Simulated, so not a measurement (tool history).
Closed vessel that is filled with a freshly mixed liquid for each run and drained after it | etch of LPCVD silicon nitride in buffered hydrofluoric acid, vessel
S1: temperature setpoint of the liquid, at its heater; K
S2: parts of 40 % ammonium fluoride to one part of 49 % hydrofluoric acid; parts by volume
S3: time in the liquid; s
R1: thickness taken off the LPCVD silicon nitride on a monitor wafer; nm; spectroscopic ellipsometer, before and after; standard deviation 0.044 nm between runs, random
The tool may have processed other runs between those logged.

Run 1, hour 0: S1 297.15 K, S2 17.5 parts by volume, S3 460 s. Result: R1 4.4246 nm.
Run 2, hour 8.3: S1 297.15 K, S2 20.5 parts by volume, S3 460 s. Result: R1 3.7662 nm.
Run 3, hour 10.7: S1 297.15 K, S2 20.5 parts by volume, S3 360 s. Result: R1 2.9427 nm.
Run 4, hour 16.2: S1 297.15 K, S2 20.5 parts by volume, S3 360 s. Result: R1 2.9174 nm.
Run 5, hour 21: S1 297.15 K, S2 20.5 parts by volume, S3 460 s. Result: R1 3.7629 nm.
Run 6, hour 22.6: S1 297.15 K, S2 22.5 parts by volume, S3 460 s. Result: R1 3.5518 nm.
Run 7, hour 23.8: S1 299.65 K, S2 19 parts by volume, S3 460 s. Result: R1 4.6895 nm.
Run 8, hour 30.6: S1 301.15 K, S2 18 parts by volume, S3 460 s. Result: R1 5.3218 nm.
Run 9, hour 37.7: S1 302.15 K, S2 17 parts by volume, S3 460 s. Result: R1 5.8129 nm.
Run 10, hour 42.2: S1 303.15 K, S2 16 parts by volume, S3 460 s. Result: R1 6.5634 nm.
Run 11, hour 46.3: S1 303.15 K, S2 16 parts by volume, S3 460 s. Result: R1 6.5481 nm.
Run 12, hour 50.6: S1 303.65 K, S2 15.5 parts by volume, S3 460 s. Result: R1 6.9387 nm.

Predict the results of run 13:
Run 13, hour 52.9: S1 304.15 K, S2 15 parts by volume, S3 460 s. Result: R1 ?.

For run 13 the tool returned R1 7.4534 nm.

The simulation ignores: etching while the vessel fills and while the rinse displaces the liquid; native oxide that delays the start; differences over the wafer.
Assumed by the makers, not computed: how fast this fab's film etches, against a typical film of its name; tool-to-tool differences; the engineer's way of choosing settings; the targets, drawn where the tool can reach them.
